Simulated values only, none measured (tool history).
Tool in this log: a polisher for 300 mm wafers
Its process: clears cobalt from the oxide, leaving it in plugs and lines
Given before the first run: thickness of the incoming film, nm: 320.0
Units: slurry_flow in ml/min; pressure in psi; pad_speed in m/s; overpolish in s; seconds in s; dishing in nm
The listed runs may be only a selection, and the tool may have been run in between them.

run	day	slurry_flow	pressure	pad_speed	overpolish	seconds	dishing
1	0	155	1.4	1.16	9	106.21	26.16
2	0.208	155	1.3	1.16	10	114.94	26.958
3	0.338	155	1.3	1.16	8	111.47	22.625
4	0.642	155	1.3	1.34	8	99.704	24.69
5	0.875	155	1.3	1.34	5	96.67	16.659
6	1.196	155	1.2	1.32	6	108.79	17.954

Expected results for the next run?
7	1.308	155	1.1	1.32	7	?	?

{"run 7": {"seconds": 119.01, "dishing": 19.499}}

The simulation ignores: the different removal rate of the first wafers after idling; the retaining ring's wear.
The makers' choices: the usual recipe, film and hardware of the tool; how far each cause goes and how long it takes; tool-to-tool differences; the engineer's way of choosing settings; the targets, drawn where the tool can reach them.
